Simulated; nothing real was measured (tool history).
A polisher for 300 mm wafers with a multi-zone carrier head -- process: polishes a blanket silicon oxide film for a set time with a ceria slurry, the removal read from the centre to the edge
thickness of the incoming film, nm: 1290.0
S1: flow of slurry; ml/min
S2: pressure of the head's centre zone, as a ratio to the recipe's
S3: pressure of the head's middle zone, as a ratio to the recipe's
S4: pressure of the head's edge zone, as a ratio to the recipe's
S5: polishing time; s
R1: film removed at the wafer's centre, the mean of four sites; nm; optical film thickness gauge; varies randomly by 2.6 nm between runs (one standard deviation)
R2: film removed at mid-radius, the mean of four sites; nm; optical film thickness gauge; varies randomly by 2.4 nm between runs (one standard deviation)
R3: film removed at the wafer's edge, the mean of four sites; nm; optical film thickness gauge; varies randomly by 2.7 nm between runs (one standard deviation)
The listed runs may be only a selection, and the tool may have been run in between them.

run,hour,S1,S2,S3,S4,S5,R1,R2,R3
1,0,165,1,1,1,84,467.92,465.31,461.36
2,9,165,1,0.95,1,84,469.03,444.37,461.84
3,14.5,150,1,0.91,0.98,81,445.02,408.83,443.03
4,21.1,145,1.01,0.89,0.96,79,438.03,387.63,421.03
5,29.3,135,1.01,0.87,0.95,78,427.14,370.5,412.41
6,32.8,135,1.01,0.87,1.02,78,423.15,374.74,422.01
7,38.4,105,1.01,0.81,0.92,73,377.51,313.91,370.82

Predict the results of run 8:
8,46.1,110,1.01,0.81,0.92,73,?,?,?

{"run 8": {"R1": 379.69, "R2": 315.99, "R3": 369.77}}
